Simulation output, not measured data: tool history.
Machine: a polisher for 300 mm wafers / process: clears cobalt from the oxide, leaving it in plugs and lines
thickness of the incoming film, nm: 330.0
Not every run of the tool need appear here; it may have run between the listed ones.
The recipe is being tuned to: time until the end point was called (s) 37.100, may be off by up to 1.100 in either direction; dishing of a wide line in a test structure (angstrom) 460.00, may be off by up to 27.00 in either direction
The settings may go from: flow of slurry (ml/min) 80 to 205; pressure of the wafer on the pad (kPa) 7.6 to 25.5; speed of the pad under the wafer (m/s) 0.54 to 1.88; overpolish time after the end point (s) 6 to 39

run  hour  flow of slurry (ml/min)  pressure of the wafer on the pad (kPa)  speed of the pad under the wafer (m/s)  overpolish time after the end point (s)  time until the end point was called (s)  dishing of a wide line in a test structure (angstrom)
  1   0.0                      135                                    16.5                                    1.20                                       20                                   49.854                                                 526.59
  2   2.9                      135                                    19.3                                    1.20                                       20                                   43.855                                                 539.77
  3  11.8                      155                                    19.3                                    1.20                                       20                                   42.247                                                 545.77
  4  15.8                      155                                    17.2                                    1.20                                       20                                   46.927                                                 525.68
  5  23.5                      165                                    18.6                                    1.20                                       16                                   43.762                                                 518.02
  6  26.3                      165                                    18.6                                    0.98                                       16                                   52.331                                                 469.17
  7  29.7                      170                                    20.7                                    0.98                                       13                                   47.178                                                 466.83
  8  33.2                      175                                    22.1                                    0.98                                       11                                   44.472                                                 447.98
  9  39.1                      180                                    23.4                                    0.98                                       11                                   41.875                                                 458.75
 10  43.4                      180                                    24.1                                    1.00                                       10                                   39.859                                                 460.38

Pick the move, out of 5, that brings all results within their allowed miss; only one does.
  A  47.7                      190                                    24.1                                    0.92                                       12                                        ?                                                      ?
  B  47.7                      175                                    24.8                                    1.06                                       10                                        ?                                                      ?
  C  47.7                      195                                    25.5                                    0.88                                       11                                        ?                                                      ?
  D  47.7                      165                                    20.7                                    1.04                                       14                                        ?                                                      ?
  E  47.7                      205                                    22.1                                    0.94                                       11                                        ?                                                      ?

move  time until the end point was called (s)  dishing of a wide line in a test structure (angstrom)
   A                                   42.950                                                 462.81
   B                                   37.007                                                 456.05
   C                                   42.331                                                 448.77
   D                                   45.198                                                 481.82
   E                                   45.340                                                 435.23
A: moves away from the targets compared with the last run
B: every result lands within tolerance
C: moves away from the targets compared with the last run
D: moves away from the targets compared with the last run
E: moves away from the targets compared with the last run
B meets every target.
